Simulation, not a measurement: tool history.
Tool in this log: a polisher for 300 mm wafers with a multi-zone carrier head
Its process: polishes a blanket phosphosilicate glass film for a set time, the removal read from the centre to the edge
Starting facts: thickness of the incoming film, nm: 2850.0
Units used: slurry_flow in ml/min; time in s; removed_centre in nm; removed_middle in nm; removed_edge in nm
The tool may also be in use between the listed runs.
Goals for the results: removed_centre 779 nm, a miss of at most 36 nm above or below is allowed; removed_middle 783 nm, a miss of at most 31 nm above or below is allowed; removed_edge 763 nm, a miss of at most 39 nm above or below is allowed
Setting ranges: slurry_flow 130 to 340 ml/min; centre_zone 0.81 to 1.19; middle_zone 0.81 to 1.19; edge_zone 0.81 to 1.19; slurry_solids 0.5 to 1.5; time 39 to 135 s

run,day,slurry_flow,centre_zone,middle_zone,edge_zone,slurry_solids,time,removed_centre,removed_middle,removed_edge
1,0,220,1,1,1,1,87,1131.8,1104.4,1078.1
2,0.112,220,0.98,0.98,0.97,0.85,85,980.2,989.55,976.66
3,0.425,270,0.98,0.98,0.97,0.85,85,986.69,1015.4,988.6
4,0.608,270,0.99,0.97,0.94,0.75,83,948.58,911.74,890.51
5,0.708,270,0.97,0.96,0.92,0.7,83,877.62,870.55,851.59
6,1.058,270,0.97,0.96,0.97,0.7,83,877.37,886.65,875.4
7,1.167,270,0.96,0.95,0.94,0.65,83,834.81,814.14,817.14
8,1.296,250,0.92,0.97,0.87,0.65,83,785.48,825.23,768.47
9,1.338,250,0.92,0.96,0.87,0.65,83,801.77,825.22,773.03

Consider the 4 candidate settings below. Which is the only one whose results all fall within their allowed miss of target?
A,1.379,260,1.12,0.96,0.81,0.65,76,?,?,?
B,1.379,265,0.95,1.04,0.81,0.7,80,?,?,?
C,1.379,235,0.95,0.95,0.88,0.7,77,?,?,?
D,1.379,260,0.86,1.02,0.89,0.7,84,?,?,?

move,removed_centre,removed_middle,removed_edge
A,858.83,753.81,692.78
B,827.85,892.18,764.57
C,783.17,783.69,752.12
D,799.17,919.7,831.32
A: corrects the largest miss of the last run, while another result sits out of spec
B: misses by more than the last run did
C: all results in spec
D: misses by more than the last run did
Correct choice: C, which meets every target
